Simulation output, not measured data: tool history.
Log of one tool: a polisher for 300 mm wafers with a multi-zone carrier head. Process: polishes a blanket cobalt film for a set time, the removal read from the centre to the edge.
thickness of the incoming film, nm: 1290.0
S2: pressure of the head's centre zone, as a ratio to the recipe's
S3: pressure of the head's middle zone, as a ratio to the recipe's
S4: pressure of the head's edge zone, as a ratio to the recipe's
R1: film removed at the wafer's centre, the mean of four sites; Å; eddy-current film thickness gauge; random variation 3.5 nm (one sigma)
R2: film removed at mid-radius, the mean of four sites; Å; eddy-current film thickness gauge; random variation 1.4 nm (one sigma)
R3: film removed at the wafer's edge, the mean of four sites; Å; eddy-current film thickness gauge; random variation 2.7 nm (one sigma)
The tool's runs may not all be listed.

Run 1, hour 0.0: flow of slurry (ml/min) 185, S2 1.00, S3 1.00, S4 1.00, polishing time (s) 74. Result: R1 2946.4 Å, R2 2891.0 Å, R3 2961.3 Å.
Run 2, hour 6.0: flow of slurry (ml/min) 185, S2 1.00, S3 1.00, S4 1.00, polishing time (s) 86. Result: R1 3326.0 Å, R2 3362.2 Å, R3 3513.6 Å.
Run 3, hour 7.2: flow of slurry (ml/min) 175, S2 1.01, S3 0.95, S4 0.99, polishing time (s) 79. Result: R1 3117.5 Å, R2 2931.0 Å, R3 3121.0 Å.
Run 4, hour 13.9: flow of slurry (ml/min) 175, S2 1.07, S3 0.95, S4 0.99, polishing time (s) 79. Result: R1 3362.4 Å, R2 2922.9 Å, R3 3152.9 Å.
Run 5, hour 22.6: flow of slurry (ml/min) 165, S2 1.06, S3 0.91, S4 1.00, polishing time (s) 74. Result: R1 3059.7 Å, R2 2609.1 Å, R3 2950.8 Å.
Run 6, hour 23.5: flow of slurry (ml/min) 155, S2 1.06, S3 0.88, S4 0.99, polishing time (s) 71. Result: R1 2873.7 Å, R2 2422.2 Å, R3 2747.8 Å.

The next listed run, before its measurement:
Run 7, hour 26.1: flow of slurry (ml/min) 150, S2 1.06, S3 0.86, S4 0.99, polishing time (s) 69. Result: R1 ?, R2 ?, R3 ?.

Run 7 gave R1 2761.2 Å, R2 2300.1 Å, R3 2669.8 Å.
